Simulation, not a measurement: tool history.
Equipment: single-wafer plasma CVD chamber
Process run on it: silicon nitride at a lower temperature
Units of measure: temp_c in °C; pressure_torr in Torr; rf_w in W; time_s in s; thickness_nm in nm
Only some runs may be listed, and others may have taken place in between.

run,hour,temp_c,pressure_torr,rf_w,time_s,thickness_nm
1,0.0,365,1.85,305,31,38.383
2,8.4,365,1.93,310,31,39.354
3,15.1,369,1.93,310,31,39.313
4,19.3,369,1.93,290,31,37.311
5,22.9,369,1.93,325,31,40.900
6,30.2,369,1.93,325,32,42.141
7,32.7,369,1.97,325,32,42.461

The next listed run, before its measurement:
8,34.1,369,2.00,325,32,?

Run 8 measured thickness_nm 42.879 nm.
